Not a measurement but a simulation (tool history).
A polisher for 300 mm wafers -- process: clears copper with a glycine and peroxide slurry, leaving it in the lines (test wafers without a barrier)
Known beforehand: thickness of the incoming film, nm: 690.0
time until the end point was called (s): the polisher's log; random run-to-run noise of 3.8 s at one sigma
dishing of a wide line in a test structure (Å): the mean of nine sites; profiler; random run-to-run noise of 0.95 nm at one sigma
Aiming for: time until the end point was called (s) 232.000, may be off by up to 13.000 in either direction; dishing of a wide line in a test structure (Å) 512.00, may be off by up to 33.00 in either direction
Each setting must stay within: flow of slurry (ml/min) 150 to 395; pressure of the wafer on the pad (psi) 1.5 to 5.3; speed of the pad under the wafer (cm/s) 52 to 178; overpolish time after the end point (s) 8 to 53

run	day	flow of slurry (ml/min)	pressure of the wafer on the pad (psi)	speed of the pad under the wafer (cm/s)	overpolish time after the end point (s)	time until the end point was called (s)	dishing of a wide line in a test structure (Å)
1	0.000	250	3.4	114	27	115.150	585.53
2	0.204	250	4.1	114	27	93.919	613.73
3	0.279	300	4.1	114	27	89.831	631.87
4	0.654	360	4.1	114	27	90.008	606.71
5	0.712	360	3.8	110	28	102.300	602.65
6	0.896	360	3.8	82	28	128.500	581.73
7	1.246	360	3.6	82	28	129.760	562.12
8	1.338	340	2.6	52	41	229.320	549.18

Exercise: of the 4 proposed moves below, exactly one satisfies all targets within the stated allowed misses. Which move is it?
A	1.429	350	2.5	56	42	?	?
B	1.429	340	2.5	56	33	?	?
C	1.429	390	2.5	60	52	?	?
D	1.429	380	2.5	58	45	?	?

move	time until the end point was called (s)	dishing of a wide line in a test structure (Å)
A	231.460	563.16
B	231.990	497.53
C	220.260	621.70
D	225.250	585.30
A: the biggest miss grows against the last run
B: hits every target within its allowed miss
C: the biggest miss grows against the last run
D: the biggest miss grows against the last run
B is the move that brings every result within its allowed miss.
